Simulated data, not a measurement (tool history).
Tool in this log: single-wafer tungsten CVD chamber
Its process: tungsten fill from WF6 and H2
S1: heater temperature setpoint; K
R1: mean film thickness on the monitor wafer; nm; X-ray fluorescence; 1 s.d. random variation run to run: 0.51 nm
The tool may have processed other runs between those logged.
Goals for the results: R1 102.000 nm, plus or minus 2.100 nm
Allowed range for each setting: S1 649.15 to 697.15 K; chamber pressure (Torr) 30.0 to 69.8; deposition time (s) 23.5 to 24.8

run 1 hour=0.0 | S1=673.15 chamber_pressure_(Torr)=49.9 deposition_time_(s)=24.8 | R1=89.143
run 2 hour=8.8 | S1=673.15 chamber_pressure_(Torr)=49.9 deposition_time_(s)=23.5 | R1=84.411
run 3 hour=17.5 | S1=674.15 chamber_pressure_(Torr)=50.0 deposition_time_(s)=23.5 | R1=85.158
run 4 hour=22.0 | S1=668.15 chamber_pressure_(Torr)=50.0 deposition_time_(s)=23.5 | R1=77.902
run 5 hour=26.2 | S1=668.15 chamber_pressure_(Torr)=50.0 deposition_time_(s)=23.5 | R1=77.338
run 6 hour=28.9 | S1=668.15 chamber_pressure_(Torr)=50.0 deposition_time_(s)=24.8 | R1=82.119
run 7 hour=32.1 | S1=668.15 chamber_pressure_(Torr)=50.0 deposition_time_(s)=24.8 | R1=82.104
run 8 hour=39.4 | S1=670.15 chamber_pressure_(Torr)=50.1 deposition_time_(s)=24.8 | R1=84.948
run 9 hour=45.6 | S1=672.15 chamber_pressure_(Torr)=50.2 deposition_time_(s)=24.8 | R1=88.194

Which of these 4 next moves meets every target?
run A hour=51.8 | S1=666.15 chamber_pressure_(Torr)=57.9 deposition_time_(s)=23.5 | R1=?
run B hour=51.8 | S1=681.15 chamber_pressure_(Torr)=50.3 deposition_time_(s)=24.8 | R1=?
run C hour=51.8 | S1=674.15 chamber_pressure_(Torr)=64.6 deposition_time_(s)=24.8 | R1=?
run D hour=51.8 | S1=674.15 chamber_pressure_(Torr)=48.5 deposition_time_(s)=23.5 | R1=?

move=A R1=81.997
move=B R1=100.660
move=C R1=105.380
move=D R1=83.341
A: lands further from the targets than the last run did
B: hits every target within its allowed miss
C: the result that was furthest off in the last run now lies on the other side of its target
D: lands further from the targets than the last run did
Go with B: it meets all targets.
